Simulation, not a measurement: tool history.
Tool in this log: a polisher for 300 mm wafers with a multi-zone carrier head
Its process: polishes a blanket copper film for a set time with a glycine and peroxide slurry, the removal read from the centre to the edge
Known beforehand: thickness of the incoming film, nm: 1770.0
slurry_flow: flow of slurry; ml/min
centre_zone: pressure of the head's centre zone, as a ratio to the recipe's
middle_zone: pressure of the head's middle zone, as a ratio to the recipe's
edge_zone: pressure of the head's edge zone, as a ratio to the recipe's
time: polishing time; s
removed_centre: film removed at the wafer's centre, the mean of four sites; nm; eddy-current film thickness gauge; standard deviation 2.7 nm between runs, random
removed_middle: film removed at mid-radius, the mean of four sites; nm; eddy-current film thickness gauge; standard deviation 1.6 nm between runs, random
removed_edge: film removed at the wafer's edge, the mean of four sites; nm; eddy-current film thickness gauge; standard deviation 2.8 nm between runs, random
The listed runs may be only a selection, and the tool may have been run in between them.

run,hour,slurry_flow,centre_zone,middle_zone,edge_zone,time,removed_centre,removed_middle,removed_edge
1,0,120,1,1,1,70,347.45,380.05,377.96
2,8.5,120,1.03,1,1,70,369.26,377.25,370.61
3,16.9,120,1.03,0.94,1,70,365.32,363.58,384.06
4,22.9,120,1.03,0.94,1,61,312.35,312.06,331.22
5,31.7,120,1.03,0.94,1.07,61,318.54,316,337.86
6,38.2,115,1.03,0.97,1.05,58,303.97,306.5,323.97
7,40.3,115,1.03,0.97,1.05,58,307.47,307.83,319.77
8,44.5,115,1.02,0.99,1.03,55,281.49,294.5,300.2
9,49.7,115,1.02,1.01,1,53,272.29,286.14,287.58
10,52.3,110,1.02,1.03,0.97,52,264.38,283.02,267.99
11,58.2,105,1.01,1.03,0.95,52,257.91,278.4,270.34
12,61.9,115,1.01,1.11,0.92,37,191,219.37,185.88
# hour 67.4: centre zone pressure recalibrated
13,67.4,115,1.01,1.11,0.95,38,212.73,225.37,202.36
14,72.8,115,0.99,1.12,0.96,39,212.28,231.67,203.26
15,78.4,115,0.97,1.12,0.97,40,211.29,239.16,212.91

Predict the results of run 16:
16,85.8,115,0.96,1.13,0.98,40,?,?,?

removed_centre: 208.53 nm
removed_middle: 242.29 nm
removed_edge: 210.2 nm
